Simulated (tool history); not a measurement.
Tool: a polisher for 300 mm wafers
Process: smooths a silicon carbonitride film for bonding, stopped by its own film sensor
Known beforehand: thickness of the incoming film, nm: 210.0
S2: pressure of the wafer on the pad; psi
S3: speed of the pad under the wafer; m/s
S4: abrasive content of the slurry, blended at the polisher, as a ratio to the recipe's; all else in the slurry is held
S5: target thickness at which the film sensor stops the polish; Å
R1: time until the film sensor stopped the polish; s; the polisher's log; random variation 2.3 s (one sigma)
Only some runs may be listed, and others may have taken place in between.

{"run": 1, "hour": 0.0, "flow of slurry (ml/min)": 310, "S2": 2.4, "S3": 1.16, "S4": 1.0, "S5": 1730, "R1": 122.48}
{"run": 2, "hour": 3.8, "flow of slurry (ml/min)": 310, "S2": 2.4, "S3": 1.16, "S4": 1.0, "S5": 1730, "R1": 120.6}
{"run": 3, "hour": 11.0, "flow of slurry (ml/min)": 310, "S2": 2.4, "S3": 1.16, "S4": 0.8, "S5": 1730, "R1": 131.27}
{"run": 4, "hour": 16.5, "flow of slurry (ml/min)": 310, "S2": 2.4, "S3": 1.16, "S4": 0.8, "S5": 1730, "R1": 129.42}
{"run": 5, "hour": 22.7, "flow of slurry (ml/min)": 310, "S2": 2.4, "S3": 1.16, "S4": 0.65, "S5": 1730, "R1": 142.14}
{"run": 6, "hour": 28.4, "flow of slurry (ml/min)": 310, "S2": 1.9, "S3": 1.16, "S4": 0.65, "S5": 1730, "R1": 174.97}
{"run": 7, "hour": 37.3, "flow of slurry (ml/min)": 310, "S2": 1.9, "S3": 1.16, "S4": 0.65, "S5": 1730, "R1": 175.43}

What will run 8 give?
{"run": 8, "hour": 45.9, "flow of slurry (ml/min)": 310, "S2": 1.8, "S3": 1.16, "S4": 0.65, "S5": 1730, "R1": "?"}

R1: 184.10 s
